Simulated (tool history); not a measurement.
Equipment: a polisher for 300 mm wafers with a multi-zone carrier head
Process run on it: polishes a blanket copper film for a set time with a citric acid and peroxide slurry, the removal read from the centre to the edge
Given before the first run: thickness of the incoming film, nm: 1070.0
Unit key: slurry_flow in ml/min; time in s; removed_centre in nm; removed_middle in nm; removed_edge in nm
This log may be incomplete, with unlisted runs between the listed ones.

{"run": 1, "hour": 0.0, "slurry_flow": 300, "centre_zone": 1.0, "middle_zone": 1.0, "edge_zone": 1.0, "slurry_solids": 1.0, "time": 37, "removed_centre": 99.554, "removed_middle": 114.86, "removed_edge": 113.92}
{"run": 2, "hour": 7.9, "slurry_flow": 300, "centre_zone": 0.96, "middle_zone": 1.0, "edge_zone": 1.0, "slurry_solids": 1.0, "time": 37, "removed_centre": 96.549, "removed_middle": 115.82, "removed_edge": 113.12}
{"run": 3, "hour": 15.7, "slurry_flow": 350, "centre_zone": 1.04, "middle_zone": 1.02, "edge_zone": 0.93, "slurry_solids": 1.1, "time": 37, "removed_centre": 107.76, "removed_middle": 120.85, "removed_edge": 114.21}
{"run": 4, "hour": 20.6, "slurry_flow": 380, "centre_zone": 1.09, "middle_zone": 1.04, "edge_zone": 0.89, "slurry_solids": 1.2, "time": 37, "removed_centre": 116.81, "removed_middle": 122.54, "removed_edge": 114.1}
{"run": 5, "hour": 25.3, "slurry_flow": 380, "centre_zone": 1.09, "middle_zone": 1.04, "edge_zone": 0.89, "slurry_solids": 1.3, "time": 37, "removed_centre": 117.32, "removed_middle": 127.66, "removed_edge": 116.36}
{"run": 6, "hour": 28.3, "slurry_flow": 395, "centre_zone": 1.12, "middle_zone": 1.05, "edge_zone": 0.86, "slurry_solids": 1.35, "time": 38, "removed_centre": 126.71, "removed_middle": 132.93, "removed_edge": 118.9}
{"run": 7, "hour": 32.2, "slurry_flow": 420, "centre_zone": 1.19, "middle_zone": 1.1, "edge_zone": 0.85, "slurry_solids": 1.4, "time": 38, "removed_centre": 134.29, "removed_middle": 138.91, "removed_edge": 118.91}

For run 8, what comes out?
{"run": 8, "hour": 39.4, "slurry_flow": 425, "centre_zone": 1.19, "middle_zone": 1.09, "edge_zone": 0.84, "slurry_solids": 1.4, "time": 38, "removed_centre": "?", "removed_middle": "?", "removed_edge": "?"}

For run 8 the tool returned removed_centre 137.450 nm, removed_middle 142.17 nm, removed_edge 118.76 nm.
